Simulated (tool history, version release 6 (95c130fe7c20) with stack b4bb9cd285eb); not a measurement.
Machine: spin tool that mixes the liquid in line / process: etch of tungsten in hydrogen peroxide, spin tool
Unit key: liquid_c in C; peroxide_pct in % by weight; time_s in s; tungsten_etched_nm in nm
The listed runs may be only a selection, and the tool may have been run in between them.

Run 1, hour 0.0: liquid_c 51.0 C, peroxide_pct 22.0 % by weight, time_s 55 s. Result: tungsten_etched_nm 180.93 nm.
Run 2, hour 5.3: liquid_c 46.0 C, peroxide_pct 22.0 % by weight, time_s 55 s. Result: tungsten_etched_nm 133.31 nm.
Run 3, hour 8.2: liquid_c 46.0 C, peroxide_pct 18.5 % by weight, time_s 55 s. Result: tungsten_etched_nm 121.82 nm.
Run 4, hour 14.0: liquid_c 46.0 C, peroxide_pct 18.5 % by weight, time_s 60 s. Result: tungsten_etched_nm 132.49 nm.
Run 5, hour 19.8: liquid_c 47.5 C, peroxide_pct 18.5 % by weight, time_s 60 s. Result: tungsten_etched_nm 145.77 nm.
Run 6, hour 25.9: liquid_c 47.5 C, peroxide_pct 18.5 % by weight, time_s 55 s. Result: tungsten_etched_nm 133.69 nm.
Run 7, hour 27.2: liquid_c 49.0 C, peroxide_pct 18.5 % by weight, time_s 55 s. Result: tungsten_etched_nm 146.63 nm.
Run 8, hour 29.0: liquid_c 50.0 C, peroxide_pct 18.5 % by weight, time_s 55 s. Result: tungsten_etched_nm 156.03 nm.
Run 9, hour 35.5: liquid_c 51.0 C, peroxide_pct 18.5 % by weight, time_s 55 s. Result: tungsten_etched_nm 166.27 nm.

What does the tool deliver on the next run?
Run 10, hour 36.2: liquid_c 52.0 C, peroxide_pct 18.5 % by weight, time_s 55 s. Result: tungsten_etched_nm ?.

{"run 10": {"tungsten_etched_nm": 176.29}}
